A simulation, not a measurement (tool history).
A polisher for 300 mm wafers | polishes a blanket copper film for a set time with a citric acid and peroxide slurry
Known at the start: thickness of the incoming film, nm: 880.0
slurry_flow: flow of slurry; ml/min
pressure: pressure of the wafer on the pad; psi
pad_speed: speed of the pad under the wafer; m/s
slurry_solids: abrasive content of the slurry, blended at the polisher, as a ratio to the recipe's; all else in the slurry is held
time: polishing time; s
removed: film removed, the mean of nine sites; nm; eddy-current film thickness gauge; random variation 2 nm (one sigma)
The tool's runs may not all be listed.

run,hour,slurry_flow,pressure,pad_speed,slurry_solids,time,removed
1,0,245,2.4,1.18,1,59,110.45
2,7.1,245,2.6,1.2,1,59,121.41
3,10.1,245,2.8,1.22,1,59,130.81
4,15,245,3,1.24,1,59,137.6
5,18.3,305,3,1.24,1,59,142.03
6,26.5,305,3.1,1.28,1,59,149.1
7,30.4,305,3.2,1.32,1,59,160.79

The next listed run, before its measurement:
8,35.5,310,3.7,1.36,1,59,?

removed: 189.69 nm
